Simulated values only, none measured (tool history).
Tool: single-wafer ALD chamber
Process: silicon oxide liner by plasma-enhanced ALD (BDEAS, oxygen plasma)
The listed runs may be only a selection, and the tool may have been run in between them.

run  hour  heater temperature setpoint (°C)  number of ALD cycles (cycles)  mean film thickness on the monitor wafer (angstrom)
  1   0.0                               315                             68                                               64.143
  2   0.8                               315                             61                                               57.344
  3   7.7                               321                             61                                               56.766
  4  10.9                               321                             63                                               58.702
  5  11.7                               321                             54                                               50.153
  6  14.2                               321                             57                                               53.090
  7  17.8                               321                             60                                               55.949

Run 8 has not been measured yet. What should we expect?
  8  23.6                               319                             71                                                    ?

mean film thickness on the monitor wafer (angstrom): 66.427
